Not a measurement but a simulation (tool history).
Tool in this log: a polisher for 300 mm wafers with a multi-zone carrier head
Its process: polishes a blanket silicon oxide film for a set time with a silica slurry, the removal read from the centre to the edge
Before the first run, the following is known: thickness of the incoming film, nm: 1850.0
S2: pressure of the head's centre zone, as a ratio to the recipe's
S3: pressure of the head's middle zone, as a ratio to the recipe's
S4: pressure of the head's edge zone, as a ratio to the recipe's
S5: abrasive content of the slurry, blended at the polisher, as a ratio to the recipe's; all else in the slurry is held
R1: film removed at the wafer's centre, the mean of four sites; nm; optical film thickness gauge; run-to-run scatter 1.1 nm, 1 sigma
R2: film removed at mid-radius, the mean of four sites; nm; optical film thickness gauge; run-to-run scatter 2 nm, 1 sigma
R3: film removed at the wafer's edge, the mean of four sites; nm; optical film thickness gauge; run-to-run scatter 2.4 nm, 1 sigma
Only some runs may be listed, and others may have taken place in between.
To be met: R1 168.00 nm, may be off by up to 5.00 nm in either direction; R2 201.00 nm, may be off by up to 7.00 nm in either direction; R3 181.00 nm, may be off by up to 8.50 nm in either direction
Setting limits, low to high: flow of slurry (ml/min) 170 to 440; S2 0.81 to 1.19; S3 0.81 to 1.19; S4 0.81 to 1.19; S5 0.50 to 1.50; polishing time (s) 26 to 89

Run 1, hour 0.0: flow of slurry (ml/min) 280, S2 1.00, S3 1.00, S4 1.00, S5 1.00, polishing time (s) 57. Result: R1 223.03 nm, R2 218.47 nm, R3 214.33 nm.
Run 2, hour 3.6: flow of slurry (ml/min) 280, S2 1.00, S3 1.00, S4 1.00, S5 1.00, polishing time (s) 51. Result: R1 199.02 nm, R2 194.79 nm, R3 203.49 nm.
Run 3, hour 7.3: flow of slurry (ml/min) 280, S2 1.00, S3 1.00, S4 1.00, S5 1.00, polishing time (s) 45. Result: R1 173.30 nm, R2 169.45 nm, R3 174.84 nm.
Run 4, hour 14.6: flow of slurry (ml/min) 280, S2 0.97, S3 1.00, S4 1.00, S5 1.00, polishing time (s) 45. Result: R1 167.30 nm, R2 176.49 nm, R3 172.44 nm.
Run 5, hour 16.5: flow of slurry (ml/min) 280, S2 0.97, S3 1.00, S4 1.00, S5 1.20, polishing time (s) 45. Result: R1 177.30 nm, R2 183.52 nm, R3 186.80 nm.
Run 6, hour 24.0: flow of slurry (ml/min) 280, S2 0.96, S3 1.02, S4 0.99, S5 1.20, polishing time (s) 45. Result: R1 178.03 nm, R2 186.33 nm, R3 181.28 nm.
Run 7, hour 25.8: flow of slurry (ml/min) 280, S2 0.94, S3 1.03, S4 1.00, S5 1.20, polishing time (s) 45. Result: R1 176.05 nm, R2 187.81 nm, R3 186.72 nm.
Run 8, hour 33.4: flow of slurry (ml/min) 280, S2 0.92, S3 1.05, S4 0.99, S5 1.20, polishing time (s) 45. Result: R1 172.02 nm, R2 191.64 nm, R3 185.11 nm.
Run 9, hour 35.1: flow of slurry (ml/min) 280, S2 0.91, S3 1.06, S4 0.98, S5 1.20, polishing time (s) 45. Result: R1 167.03 nm, R2 192.27 nm, R3 181.95 nm.

Exactly one of the 5 candidate moves below puts every result within its allowed miss. Which one?
Run A, hour 36.8: flow of slurry (ml/min) 230, S2 0.94, S3 1.06, S4 0.99, S5 1.10, polishing time (s) 46. Result: R1 ?, R2 ?, R3 ?.
Run B, hour 36.8: flow of slurry (ml/min) 295, S2 0.93, S3 1.02, S4 0.97, S5 1.20, polishing time (s) 44. Result: R1 ?, R2 ?, R3 ?.
Run C, hour 36.8: flow of slurry (ml/min) 295, S2 0.93, S3 1.06, S4 1.05, S5 1.05, polishing time (s) 44. Result: R1 ?, R2 ?, R3 ?.
Run D, hour 36.8: flow of slurry (ml/min) 325, S2 0.90, S3 1.09, S4 0.93, S5 1.15, polishing time (s) 45. Result: R1 ?, R2 ?, R3 ?.
Run E, hour 36.8: flow of slurry (ml/min) 290, S2 0.90, S3 1.05, S4 0.97, S5 1.20, polishing time (s) 44. Result: R1 ?, R2 ?, R3 ?.

move      R1      R2      R3
   A  167.72  185.31  176.59
   B  168.89  182.21  176.25
   C  161.52  179.79  175.04
   D  166.60  195.97  175.36
   E  163.10  186.29  175.94
A: moves away from the targets compared with the last run
B: moves away from the targets compared with the last run
C: moves away from the targets compared with the last run
D: each result inside its tolerance
E: moves away from the targets compared with the last run
D is the move that brings every result within its allowed miss.

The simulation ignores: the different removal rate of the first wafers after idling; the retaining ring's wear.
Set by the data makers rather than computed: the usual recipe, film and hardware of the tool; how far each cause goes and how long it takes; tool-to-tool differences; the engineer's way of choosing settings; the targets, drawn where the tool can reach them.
